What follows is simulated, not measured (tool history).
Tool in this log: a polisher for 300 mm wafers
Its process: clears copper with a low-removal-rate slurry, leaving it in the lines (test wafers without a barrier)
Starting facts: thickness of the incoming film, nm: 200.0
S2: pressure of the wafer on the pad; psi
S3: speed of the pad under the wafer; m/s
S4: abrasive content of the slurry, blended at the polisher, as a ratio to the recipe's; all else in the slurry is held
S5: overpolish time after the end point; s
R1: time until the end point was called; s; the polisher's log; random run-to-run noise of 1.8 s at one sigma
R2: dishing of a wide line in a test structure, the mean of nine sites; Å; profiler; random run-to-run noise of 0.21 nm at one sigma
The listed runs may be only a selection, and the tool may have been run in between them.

run 1 day=0 | flow_of_slurry_(ml/min)=220 S2=2.4 S3=0.92 S4=1 S5=25 | R1=90.977 R2=337.72
run 2 day=0.058 | flow_of_slurry_(ml/min)=220 S2=2.3 S3=0.92 S4=1 S5=23 | R1=91.703 R2=310.89
run 3 day=0.254 | flow_of_slurry_(ml/min)=220 S2=2.3 S3=0.92 S4=1 S5=30 | R1=93.208 R2=368.45
run 4 day=0.596 | flow_of_slurry_(ml/min)=220 S2=2.3 S3=0.92 S4=0.8 S5=30 | R1=96.565 R2=366.54
run 5 day=0.683 | flow_of_slurry_(ml/min)=225 S2=2.2 S3=0.92 S4=0.8 S5=28 | R1=101.31 R2=340.86
run 6 day=0.829 | flow_of_slurry_(ml/min)=225 S2=2.2 S3=1 S4=0.8 S5=28 | R1=92.62 R2=356.29
run 7 day=0.975 | flow_of_slurry_(ml/min)=225 S2=2.1 S3=1 S4=0.8 S5=26 | R1=97.681 R2=327.48
run 8 day=1.233 | flow_of_slurry_(ml/min)=225 S2=2.1 S3=1 S4=0.85 S5=24 | R1=97.842 R2=317.71
run 9 day=1.258 | flow_of_slurry_(ml/min)=215 S2=2.1 S3=0.98 S4=0.9 S5=22 | R1=98.517 R2=288.76
run 10 day=1.404 | flow_of_slurry_(ml/min)=215 S2=2.1 S3=0.98 S4=0.9 S5=22 | R1=96.662 R2=289.97
run 11 day=1.529 | flow_of_slurry_(ml/min)=215 S2=2 S3=0.98 S4=0.9 S5=21 | R1=103.14 R2=267.49
run 12 day=1.779 | flow_of_slurry_(ml/min)=225 S2=1.8 S3=1 S4=0.9 S5=9 | R1=111.88 R2=119.71

Expected results for the next run?
run 13 day=2.029 | flow_of_slurry_(ml/min)=215 S2=1.8 S3=1 S4=0.9 S5=9 | R1=? R2=?

R1: 112.83 s
R2: 115.51 Å

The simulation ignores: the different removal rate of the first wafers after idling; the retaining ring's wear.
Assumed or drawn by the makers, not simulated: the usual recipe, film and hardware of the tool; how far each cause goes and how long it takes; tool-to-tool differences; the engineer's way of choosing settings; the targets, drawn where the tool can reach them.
